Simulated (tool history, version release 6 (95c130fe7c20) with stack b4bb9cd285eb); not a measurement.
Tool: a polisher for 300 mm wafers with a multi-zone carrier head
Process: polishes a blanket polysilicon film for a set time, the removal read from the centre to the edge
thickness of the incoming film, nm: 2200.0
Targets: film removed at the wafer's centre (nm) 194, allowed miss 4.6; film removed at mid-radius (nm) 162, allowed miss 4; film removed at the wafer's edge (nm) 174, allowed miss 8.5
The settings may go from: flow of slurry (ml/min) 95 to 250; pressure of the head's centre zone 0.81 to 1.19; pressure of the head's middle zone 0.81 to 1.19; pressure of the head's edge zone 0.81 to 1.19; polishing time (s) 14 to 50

run	hour	flow of slurry (ml/min)	pressure of the head's centre zone	pressure of the head's middle zone	pressure of the head's edge zone	polishing time (s)	film removed at the wafer's centre (nm)	film removed at mid-radius (nm)	film removed at the wafer's edge (nm)
1	0	160	1	1	1	32	165.31	169.15	164.37
2	1	170	1.03	0.97	1.01	32	175.09	166.95	171.32
3	5.7	150	1.03	0.97	1.01	32	170.03	165.8	163.14
4	7.4	165	1.05	0.95	1	32	175.21	164.7	170.18
5	14.4	165	1.05	0.95	1	37	203.64	188.6	189.56
6	20	150	1.06	0.91	0.99	37	200.83	178.5	189.66
7	28.8	140	1.07	0.9	0.97	37	199.39	175.08	184.99
8	31.5	130	1.08	0.89	0.96	37	198.14	169.39	180.42
9	32.6	125	1.08	0.89	0.96	37	196.25	168.82	175.67

5 next moves are on the table. One of them brings every result within its allowed miss. Which?
A	33.7	150	1.11	0.82	0.94	35	?	?	?
B	33.7	110	1.11	0.99	0.89	38	?	?	?
C	33.7	115	1.11	0.96	0.92	34	?	?	?
D	33.7	145	1.08	0.86	0.92	35	?	?	?
E	33.7	135	1.04	0.81	1.14	35	?	?	?

move	film removed at the wafer's centre (nm)	film removed at mid-radius (nm)	film removed at the wafer's edge (nm)
A	198.54	153.55	174.09
B	197.69	179.89	174.15
C	179.45	158.94	159.67
D	191.63	158.42	171.37
E	181.1	148.57	188.26
A: takes the result that was furthest off past its target
B: further off than the last run
C: brings the result that was furthest off to its target, and leaves another outside
D: meets every target
E: takes the result that was furthest off past its target
Answer: D
